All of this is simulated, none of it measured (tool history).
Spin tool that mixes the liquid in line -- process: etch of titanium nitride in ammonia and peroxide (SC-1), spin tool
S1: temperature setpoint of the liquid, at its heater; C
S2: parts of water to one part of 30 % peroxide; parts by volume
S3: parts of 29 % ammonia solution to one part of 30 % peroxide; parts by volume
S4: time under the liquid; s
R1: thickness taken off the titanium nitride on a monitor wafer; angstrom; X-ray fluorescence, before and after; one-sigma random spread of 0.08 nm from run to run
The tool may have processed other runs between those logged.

run	hour	S1	S2	S3	S4	R1
1	0	49	13	0.45	320	200.97
2	5	42.5	13	0.45	320	124.96
3	6.7	38	13	0.45	320	89.201
4	13.1	40.5	13	0.45	320	107.93
5	17.5	40.5	13	0.45	345	115.91
6	26.3	42.5	13	0.45	345	135.01
7	34.8	44	13	0.45	345	151.05
8	39.3	45	13	0.45	345	161.45

Run 9, settings as shown, results not yet in. Your forecast:
9	45.3	46	13	0.45	345	?

{"run 9": {"R1": 173.49}}
